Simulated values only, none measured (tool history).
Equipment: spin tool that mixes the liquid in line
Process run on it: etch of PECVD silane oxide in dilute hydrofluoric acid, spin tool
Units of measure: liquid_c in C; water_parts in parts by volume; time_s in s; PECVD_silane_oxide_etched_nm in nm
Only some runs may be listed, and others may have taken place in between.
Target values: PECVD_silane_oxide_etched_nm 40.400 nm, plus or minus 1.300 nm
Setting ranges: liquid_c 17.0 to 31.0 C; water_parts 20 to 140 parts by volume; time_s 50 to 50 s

run  hour  liquid_c  water_parts  time_s  PECVD_silane_oxide_etched_nm
  1   0.0      23.0           75      50                        18.546
  2   8.4      23.0           60      50                        23.834
  3  16.3      23.0           60      50                        24.145
  4  16.9      24.0           60      50                        24.802
  5  21.7      24.0           75      50                        19.625
  6  28.6      25.0           70      50                        21.799
  7  33.7      25.5           65      50                        24.115
  8  37.2      26.0           60      50                        26.464
  9  43.5      26.5           60      50                        27.173
 10  50.5      27.0           60      50                        27.907
 11  55.2      27.5           60      50                        28.611
 12  62.6      27.5           60      50                        28.308
 13  68.5      28.0           60      50                        28.970
 14  72.2      28.5           60      50                        29.291
 15  72.8      28.5           60      50                        30.085
 16  80.3      29.0           60      50                        30.434
 17  85.1      30.0           50      50                        38.457

Of the 5 settings listed for the next run, only one would bring every result within its allowed miss of target. Which one?
  A  89.9      31.0           55      50                             ?
  B  89.9      28.5           50      50                             ?
  C  89.9      26.5           45      50                             ?
  D  89.9      28.5           45      50                             ?
  E  89.9      27.0           45      50                             ?

move  PECVD_silane_oxide_etched_nm
   A                        36.285
   B                        36.461
   C                        37.661
   D                        40.815
   E                        38.431
A: misses by more than the last run did
B: misses by more than the last run did
C: misses by more than the last run did
D: all results in spec
E: as far off as the last run
Go with D: it meets all targets.
